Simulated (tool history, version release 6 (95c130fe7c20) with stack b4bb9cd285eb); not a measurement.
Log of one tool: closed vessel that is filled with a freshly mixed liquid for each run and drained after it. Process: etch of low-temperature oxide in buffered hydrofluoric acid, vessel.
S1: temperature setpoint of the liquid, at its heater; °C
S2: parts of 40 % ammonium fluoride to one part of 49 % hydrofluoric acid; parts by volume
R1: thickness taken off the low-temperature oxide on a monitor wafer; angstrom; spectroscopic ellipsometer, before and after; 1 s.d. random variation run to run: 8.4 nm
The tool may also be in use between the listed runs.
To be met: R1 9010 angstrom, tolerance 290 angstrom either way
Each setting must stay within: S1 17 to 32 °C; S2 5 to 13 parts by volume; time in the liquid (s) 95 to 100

run 1 day=0 | S1=24 S2=8 time_in_the_liquid_(s)=95 | R1=5317
run 2 day=0.067 | S1=25.5 S2=8 time_in_the_liquid_(s)=95 | R1=5749.7
run 3 day=0.258 | S1=25.5 S2=8 time_in_the_liquid_(s)=100 | R1=6108.7
run 4 day=0.542 | S1=26.5 S2=8 time_in_the_liquid_(s)=100 | R1=6454.1
run 5 day=0.742 | S1=27.5 S2=8 time_in_the_liquid_(s)=100 | R1=6855.1
run 6 day=0.846 | S1=27.5 S2=8 time_in_the_liquid_(s)=95 | R1=6361.4
run 7 day=0.896 | S1=28.5 S2=8 time_in_the_liquid_(s)=95 | R1=6706.5
run 8 day=1.038 | S1=29 S2=8 time_in_the_liquid_(s)=95 | R1=6946.4
run 9 day=1.196 | S1=29.5 S2=8 time_in_the_liquid_(s)=95 | R1=7111.3
run 10 day=1.396 | S1=30 S2=8 time_in_the_liquid_(s)=95 | R1=7326.5
run 11 day=1.65 | S1=30.5 S2=8 time_in_the_liquid_(s)=95 | R1=7580.7
run 12 day=2.012 | S1=31 S2=8 time_in_the_liquid_(s)=95 | R1=7806.6
run 13 day=2.192 | S1=31.5 S2=7.5 time_in_the_liquid_(s)=95 | R1=8495.5
-- day=2.479 thermometer replaced
run 14 day=2.479 | S1=32 S2=7.5 time_in_the_liquid_(s)=95 | R1=9995.1

Exactly one of the 4 candidate moves below puts every result within its allowed miss. Which one?
run A day=2.767 | S1=32 S2=6.5 time_in_the_liquid_(s)=95 | R1=?
run B day=2.767 | S1=30.5 S2=8 time_in_the_liquid_(s)=100 | R1=?
run C day=2.767 | S1=32 S2=7 time_in_the_liquid_(s)=100 | R1=?
run D day=2.767 | S1=31 S2=7.5 time_in_the_liquid_(s)=100 | R1=?

move=A R1=11404
move=B R1=9017.6
move=C R1=11258
move=D R1=9923.7
A: its largest miss is bigger than the last run's
B: meets every target
C: its largest miss is bigger than the last run's
D: gains on the last run, yet a result remains outside its allowed miss
Go with B: it meets all targets.

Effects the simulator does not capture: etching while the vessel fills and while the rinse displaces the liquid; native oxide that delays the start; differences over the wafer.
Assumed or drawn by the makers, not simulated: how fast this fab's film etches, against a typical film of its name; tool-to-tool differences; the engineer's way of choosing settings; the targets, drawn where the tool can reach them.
